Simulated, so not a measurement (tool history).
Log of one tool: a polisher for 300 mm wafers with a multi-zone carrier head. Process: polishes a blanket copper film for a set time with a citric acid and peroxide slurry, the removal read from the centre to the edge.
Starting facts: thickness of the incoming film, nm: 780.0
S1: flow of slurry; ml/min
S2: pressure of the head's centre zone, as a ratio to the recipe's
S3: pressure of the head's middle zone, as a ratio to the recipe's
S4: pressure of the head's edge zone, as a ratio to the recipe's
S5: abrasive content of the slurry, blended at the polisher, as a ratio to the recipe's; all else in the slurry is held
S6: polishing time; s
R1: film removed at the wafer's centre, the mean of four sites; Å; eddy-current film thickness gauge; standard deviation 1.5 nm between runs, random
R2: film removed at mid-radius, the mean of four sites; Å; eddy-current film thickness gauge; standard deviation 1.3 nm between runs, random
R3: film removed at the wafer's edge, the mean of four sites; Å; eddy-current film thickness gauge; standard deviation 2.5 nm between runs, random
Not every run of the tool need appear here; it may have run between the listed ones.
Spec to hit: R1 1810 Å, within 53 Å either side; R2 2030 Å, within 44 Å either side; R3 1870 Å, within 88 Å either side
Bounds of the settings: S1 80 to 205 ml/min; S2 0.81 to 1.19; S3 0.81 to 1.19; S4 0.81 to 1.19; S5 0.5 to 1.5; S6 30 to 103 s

Run 1, hour 0: S1 135 ml/min, S2 1, S3 1, S4 1, S5 1, S6 66 s. Result: R1 2443.1 Å, R2 2524.1 Å, R3 2491.6 Å.
Run 2, hour 4.1: S1 135 ml/min, S2 1, S3 1, S4 1, S5 1, S6 72 s. Result: R1 2694.3 Å, R2 2750.2 Å, R3 2702.2 Å.
Run 3, hour 10.4: S1 130 ml/min, S2 0.98, S3 0.99, S4 0.96, S5 0.9, S6 70 s. Result: R1 2489.9 Å, R2 2614.4 Å, R3 2549.4 Å.
Run 4, hour 17.5: S1 130 ml/min, S2 0.98, S3 0.99, S4 0.88, S5 0.9, S6 70 s. Result: R1 2499.9 Å, R2 2581.3 Å, R3 2419.3 Å.
Run 5, hour 18.5: S1 130 ml/min, S2 0.98, S3 0.99, S4 0.81, S5 0.9, S6 70 s. Result: R1 2505.7 Å, R2 2570.1 Å, R3 2273.1 Å.
Run 6, hour 20.9: S1 130 ml/min, S2 0.98, S3 0.99, S4 0.81, S5 0.75, S6 70 s. Result: R1 2396.1 Å, R2 2510.3 Å, R3 2215.5 Å.
Run 7, hour 26.3: S1 125 ml/min, S2 0.96, S3 0.98, S4 0.81, S5 0.7, S6 68 s. Result: R1 2249.4 Å, R2 2358.4 Å, R3 2122.1 Å.
Run 8, hour 27.9: S1 120 ml/min, S2 0.94, S3 0.98, S4 0.81, S5 0.65, S6 67 s. Result: R1 2126.4 Å, R2 2233.5 Å, R3 2077.5 Å.
Run 9, hour 31.8: S1 115 ml/min, S2 0.93, S3 0.99, S4 0.81, S5 0.6, S6 66 s. Result: R1 1968.4 Å, R2 2185.4 Å, R3 2024.1 Å.
Run 10, hour 38.9: S1 110 ml/min, S2 0.94, S3 0.99, S4 0.81, S5 0.6, S6 65 s. Result: R1 1953.8 Å, R2 2126.5 Å, R3 1947.8 Å.
Run 11, hour 45.4: S1 105 ml/min, S2 0.94, S3 0.99, S4 0.81, S5 0.6, S6 65 s. Result: R1 1918.1 Å, R2 2108.1 Å, R3 1879.5 Å.

Which one of the following 4 next-run settings gets every result inside its allowed miss? There is exactly one.
Run A, hour 51.9: S1 85 ml/min, S2 0.95, S3 1.01, S4 0.83, S5 0.65, S6 66 s. Result: R1 ?, R2 ?, R3 ?.
Run B, hour 51.9: S1 100 ml/min, S2 1, S3 0.95, S4 0.84, S5 0.6, S6 67 s. Result: R1 ?, R2 ?, R3 ?.
Run C, hour 51.9: S1 130 ml/min, S2 1.01, S3 1.07, S4 0.82, S5 0.5, S6 64 s. Result: R1 ?, R2 ?, R3 ?.
Run D, hour 51.9: S1 80 ml/min, S2 1.1, S3 1.1, S4 0.81, S5 0.7, S6 66 s. Result: R1 ?, R2 ?, R3 ?.

move      R1      R2      R3
   A  1821.6  2047.5  1852.7
   B  2054.3  2062.3    1938
   C  2088.3  2267.7  1860.5
   D  2080.5  2176.1  1827.5
A: in spec on every target
B: misses by more than the last run did
C: misses by more than the last run did
D: misses by more than the last run did
So the answer is move A, the one that meets all the targets.
